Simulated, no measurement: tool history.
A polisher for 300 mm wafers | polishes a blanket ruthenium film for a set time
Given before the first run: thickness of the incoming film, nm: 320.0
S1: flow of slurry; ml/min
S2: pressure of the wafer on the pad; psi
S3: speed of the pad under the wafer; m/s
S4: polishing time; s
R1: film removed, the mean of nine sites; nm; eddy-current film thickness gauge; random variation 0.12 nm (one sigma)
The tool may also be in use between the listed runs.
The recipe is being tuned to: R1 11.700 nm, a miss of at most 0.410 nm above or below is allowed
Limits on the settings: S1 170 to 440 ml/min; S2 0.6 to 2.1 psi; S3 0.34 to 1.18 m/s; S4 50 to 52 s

run,hour,S1,S2,S3,S4,R1
1,0.0,280,1.3,0.76,50,20.791
2,4.0,250,1.3,0.76,50,20.433
3,6.1,250,1.2,0.76,50,19.049
4,8.4,250,1.2,0.76,52,19.769
5,16.9,250,1.1,0.76,52,18.120
6,23.1,250,1.0,0.76,52,16.379
7,24.8,250,0.9,0.76,52,15.031
8,33.0,250,0.8,0.76,52,13.372

Exercise: of the 5 proposed moves below, exactly one satisfies all targets within the stated allowed misses. Which move is it?
A,41.2,290,0.7,0.88,50,?
B,41.2,170,0.8,0.82,50,?
C,41.2,230,0.7,0.76,52,?
D,41.2,255,0.7,0.84,52,?
E,41.2,240,0.7,0.84,52,?

move,R1
A,12.639
B,12.856
C,11.487
D,12.532
E,12.460
A: gains on the last run, yet a result remains outside its allowed miss
B: gains on the last run, yet a result remains outside its allowed miss
C: all results in spec
D: gains on the last run, yet a result remains outside its allowed miss
E: gains on the last run, yet a result remains outside its allowed miss
Answer: C
